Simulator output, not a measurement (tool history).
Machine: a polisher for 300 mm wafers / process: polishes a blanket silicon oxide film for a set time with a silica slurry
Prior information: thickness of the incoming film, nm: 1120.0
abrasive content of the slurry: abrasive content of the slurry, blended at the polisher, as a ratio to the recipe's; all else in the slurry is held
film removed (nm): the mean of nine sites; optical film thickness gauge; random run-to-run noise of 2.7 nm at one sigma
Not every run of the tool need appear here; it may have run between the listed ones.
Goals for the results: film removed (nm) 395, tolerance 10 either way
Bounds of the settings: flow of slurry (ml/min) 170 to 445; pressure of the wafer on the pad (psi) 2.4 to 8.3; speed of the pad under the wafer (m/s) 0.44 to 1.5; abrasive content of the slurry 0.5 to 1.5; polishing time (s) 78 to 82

run,day,flow of slurry (ml/min),pressure of the wafer on the pad (psi),speed of the pad under the wafer (m/s),abrasive content of the slurry,polishing time (s),film removed (nm)
1,0,285,5.3,0.96,1,78,287.41
2,0.254,245,5.3,0.96,1,78,285.21
3,0.354,245,5.3,1.06,1,78,300.2
4,0.608,310,5.3,1.06,1,78,308.62
5,0.754,310,4.4,1.06,1,78,278.76
6,0.883,315,4.9,1.06,1,78,296.51
7,1.075,320,5.2,1.06,1,78,306.81
8,1.271,320,5.2,1.06,1,78,304.18
# day 1.475: slurry blender recalibrated
9,1.475,320,5.6,1.06,1,78,343.63
10,1.825,335,5.7,1.06,1,78,350.96

Consider the 4 candidate settings below. Which is the only one whose results all fall within their allowed miss of target?
A,2.175,370,6.1,1.26,0.9,82,?
B,2.175,340,6.6,1.06,1.1,78,?
C,2.175,325,6.7,1.1,1.05,81,?
D,2.175,345,6.4,0.94,1.05,78,?

move,film removed (nm)
A,417.29
B,397.1
C,418.43
D,359.69
A: pushes the last run's worst result past its target
B: in spec on every target
C: pushes the last run's worst result past its target
D: moves toward the targets from the last run without getting all of them in spec
So the answer is move B, the one that meets all the targets.

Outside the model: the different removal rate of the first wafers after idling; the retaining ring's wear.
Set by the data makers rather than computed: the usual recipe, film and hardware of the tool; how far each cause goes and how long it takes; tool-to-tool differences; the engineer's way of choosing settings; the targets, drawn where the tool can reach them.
